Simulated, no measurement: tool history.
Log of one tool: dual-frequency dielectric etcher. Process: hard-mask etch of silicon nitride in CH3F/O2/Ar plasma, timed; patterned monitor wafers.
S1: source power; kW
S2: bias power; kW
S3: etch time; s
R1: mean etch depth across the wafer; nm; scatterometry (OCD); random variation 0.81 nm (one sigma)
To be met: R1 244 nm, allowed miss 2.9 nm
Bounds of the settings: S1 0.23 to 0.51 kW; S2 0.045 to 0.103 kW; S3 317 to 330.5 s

Run 1, hour 0: S1 0.37 kW, S2 0.074 kW, S3 317 s. Result: R1 227.26 nm.
Run 2, hour 9.1: S1 0.37 kW, S2 0.066 kW, S3 317 s. Result: R1 218.03 nm.
Run 3, hour 15.7: S1 0.31 kW, S2 0.066 kW, S3 317 s. Result: R1 203.44 nm.
Run 4, hour 23.8: S1 0.31 kW, S2 0.059 kW, S3 317 s. Result: R1 195.07 nm.
Run 5, hour 24.8: S1 0.31 kW, S2 0.059 kW, S3 317 s. Result: R1 195.46 nm.
Run 6, hour 27.8: S1 0.25 kW, S2 0.059 kW, S3 317 s. Result: R1 180.55 nm.
Run 7, hour 33.3: S1 0.32 kW, S2 0.06 kW, S3 317 s. Result: R1 199.95 nm.
Run 8, hour 38.8: S1 0.36 kW, S2 0.061 kW, S3 317 s. Result: R1 207.05 nm.
Run 9, hour 40.4: S1 0.4 kW, S2 0.062 kW, S3 317 s. Result: R1 220.01 nm.
Run 10, hour 46.9: S1 0.47 kW, S2 0.063 kW, S3 317 s. Result: R1 233.07 nm.
Run 11, hour 50.9: S1 0.48 kW, S2 0.064 kW, S3 317 s. Result: R1 235.12 nm.
Run 12, hour 54.2: S1 0.49 kW, S2 0.065 kW, S3 317 s. Result: R1 238.08 nm.

Which of these 4 next moves meets every target?
Run A, hour 57.5: S1 0.51 kW, S2 0.062 kW, S3 330.5 s. Result: R1 ?.
Run B, hour 57.5: S1 0.47 kW, S2 0.066 kW, S3 325 s. Result: R1 ?.
Run C, hour 57.5: S1 0.47 kW, S2 0.065 kW, S3 319 s. Result: R1 ?.
Run D, hour 57.5: S1 0.48 kW, S2 0.076 kW, S3 317 s. Result: R1 ?.

move      R1
   A     249
   B   243.3
   C  237.43
   D  252.35
A: takes the result that was furthest off past its target
B: meets every target
C: further off than the last run
D: takes the result that was furthest off past its target
Move B is the one to make.
